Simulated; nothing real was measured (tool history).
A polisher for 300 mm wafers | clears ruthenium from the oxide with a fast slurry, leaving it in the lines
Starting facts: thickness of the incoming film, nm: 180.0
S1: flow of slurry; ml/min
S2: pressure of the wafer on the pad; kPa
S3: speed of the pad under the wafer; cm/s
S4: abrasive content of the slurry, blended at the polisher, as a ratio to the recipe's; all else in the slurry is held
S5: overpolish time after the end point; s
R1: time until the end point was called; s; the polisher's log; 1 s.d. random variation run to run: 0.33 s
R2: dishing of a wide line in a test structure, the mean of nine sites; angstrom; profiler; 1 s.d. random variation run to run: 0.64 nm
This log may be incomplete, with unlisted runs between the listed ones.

run 1 hour=0 | S1=215 S2=13.8 S3=104 S4=1 S5=24 | R1=51.425 R2=575.88
run 2 hour=8.1 | S1=215 S2=13.8 S3=86 S4=1 S5=24 | R1=59.808 R2=504.75
run 3 hour=15.1 | S1=180 S2=13.8 S3=86 S4=1 S5=24 | R1=61.417 R2=512.97
run 4 hour=17.1 | S1=130 S2=13.8 S3=86 S4=1 S5=24 | R1=64.799 R2=477.94
run 5 hour=21 | S1=130 S2=17.2 S3=86 S4=1 S5=24 | R1=52.581 R2=582.96
run 6 hour=21.6 | S1=130 S2=16.5 S3=104 S4=1 S5=18 | R1=45.446 R2=499.8
run 7 hour=25.4 | S1=130 S2=16.5 S3=124 S4=0.85 S5=14 | R1=43.415 R2=437.9
run 8 hour=27.7 | S1=130 S2=20.7 S3=152 S4=0.6 S5=7 | R1=34.251 R2=287.52
run 9 hour=34.6 | S1=135 S2=21.4 S3=152 S4=0.6 S5=8 | R1=33.397 R2=336.78

Run 10 comes next. What will it give?
run 10 hour=39 | S1=135 S2=21.4 S3=156 S4=0.6 S5=8 | R1=? R2=?

{"run 10": {"R1": 32.624, "R2": 347.17}}
